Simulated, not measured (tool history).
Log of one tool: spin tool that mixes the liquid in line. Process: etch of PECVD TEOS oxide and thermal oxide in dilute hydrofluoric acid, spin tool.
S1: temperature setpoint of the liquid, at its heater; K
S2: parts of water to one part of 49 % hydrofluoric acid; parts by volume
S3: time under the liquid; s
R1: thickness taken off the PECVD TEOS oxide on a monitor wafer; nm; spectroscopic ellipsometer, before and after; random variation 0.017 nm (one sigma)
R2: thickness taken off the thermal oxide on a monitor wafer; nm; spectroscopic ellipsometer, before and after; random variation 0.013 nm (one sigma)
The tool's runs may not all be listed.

run,hour,S1,S2,S3,R1,R2
1,0.0,294.15,135,75,6.5676,2.0205
2,9.0,294.15,95,75,9.7358,3.0480
3,14.7,294.15,75,75,12.7130,3.9730
4,18.1,294.15,75,65,11.0300,3.4047
5,20.6,291.15,75,65,9.7142,2.9824
6,26.7,291.15,75,85,12.6090,3.9933
7,33.5,290.65,110,85,8.1454,2.4944
8,34.9,290.65,135,85,6.5070,2.0060

The next listed run, before its measurement:
9,43.0,290.15,190,85,?,?

Run 9 gave R1 4.2754 nm, R2 1.3162 nm.

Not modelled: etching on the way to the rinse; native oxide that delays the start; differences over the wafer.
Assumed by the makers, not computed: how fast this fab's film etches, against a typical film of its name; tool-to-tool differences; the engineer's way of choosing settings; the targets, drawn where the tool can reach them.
